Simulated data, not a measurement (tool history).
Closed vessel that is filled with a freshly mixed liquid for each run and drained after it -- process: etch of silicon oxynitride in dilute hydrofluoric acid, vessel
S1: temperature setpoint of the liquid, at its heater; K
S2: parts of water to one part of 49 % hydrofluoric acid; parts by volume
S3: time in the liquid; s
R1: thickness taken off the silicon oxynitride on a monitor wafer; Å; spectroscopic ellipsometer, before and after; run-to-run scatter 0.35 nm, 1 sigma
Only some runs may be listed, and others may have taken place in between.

run,hour,S1,S2,S3,R1
1,0,296.15,55,1220,859.88
2,8.8,294.65,60,1220,718.53
3,16.7,294.65,60,1310,773.09
4,21.3,294.65,60,1220,733.48
5,22.9,294.65,60,1220,718.85
6,24,293.65,60,1220,683.03

Estimate the outcome of run 7 from the log above:
7,25.7,292.65,60,1220,?

Run 7 produced R1 661.19 Å.

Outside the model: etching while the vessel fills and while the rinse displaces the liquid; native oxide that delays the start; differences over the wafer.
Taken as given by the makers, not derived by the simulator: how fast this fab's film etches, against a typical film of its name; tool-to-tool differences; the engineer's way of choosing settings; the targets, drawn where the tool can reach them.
